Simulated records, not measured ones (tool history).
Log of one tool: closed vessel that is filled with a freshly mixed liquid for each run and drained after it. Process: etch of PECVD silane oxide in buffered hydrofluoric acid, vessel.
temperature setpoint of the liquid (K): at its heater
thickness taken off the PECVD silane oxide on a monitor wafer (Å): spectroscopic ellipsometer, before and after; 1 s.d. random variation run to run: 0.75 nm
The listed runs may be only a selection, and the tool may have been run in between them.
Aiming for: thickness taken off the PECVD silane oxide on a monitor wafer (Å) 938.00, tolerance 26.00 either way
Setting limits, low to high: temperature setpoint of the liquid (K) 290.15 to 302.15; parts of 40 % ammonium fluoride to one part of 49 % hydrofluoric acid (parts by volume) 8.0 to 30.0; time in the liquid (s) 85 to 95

run  hour  temperature setpoint of the liquid (K)  parts of 40 % ammonium fluoride to one part of 49 % hydrofluoric acid (parts by volume)  time in the liquid (s)  thickness taken off the PECVD silane oxide on a monitor wafer (Å)
  1   0.0                                  294.15                                                                                     22.5                      85                                                            1147.80
  2   6.0                                  294.15                                                                                     27.5                      85                                                            1004.40
  3   7.2                                  294.15                                                                                     23.5                      85                                                            1112.50
  4  13.3                                  294.15                                                                                     23.5                      95                                                            1239.50
  5  15.1                                  292.15                                                                                     23.5                      95                                                            1102.00
  6  16.1                                  291.65                                                                                     23.5                      95                                                            1094.70
  7  20.4                                  291.15                                                                                     24.0                      95                                                            1028.30
  8  26.0                                  290.65                                                                                     24.5                      95                                                             983.82

5 candidate next runs follow, results not yet known. Just one meets every target within its allowed miss. Identify it.
  A  31.6                                  290.15                                                                                     20.0                      90                                                                  ?
  B  31.6                                  292.15                                                                                     23.0                      90                                                                  ?
  C  31.6                                  293.15                                                                                     28.0                      85                                                                  ?
  D  31.6                                  290.15                                                                                     23.0                      95                                                                  ?
  E  31.6                                  292.15                                                                                     28.0                      95                                                                  ?

move  thickness taken off the PECVD silane oxide on a monitor wafer (Å)
   A                                                            1066.80
   B                                                            1085.40
   C                                                             946.71
   D                                                            1022.40
   E                                                             999.95
A: the biggest miss grows against the last run
B: the biggest miss grows against the last run
C: meets every target
D: the biggest miss grows against the last run
E: the biggest miss grows against the last run
The right move is C.

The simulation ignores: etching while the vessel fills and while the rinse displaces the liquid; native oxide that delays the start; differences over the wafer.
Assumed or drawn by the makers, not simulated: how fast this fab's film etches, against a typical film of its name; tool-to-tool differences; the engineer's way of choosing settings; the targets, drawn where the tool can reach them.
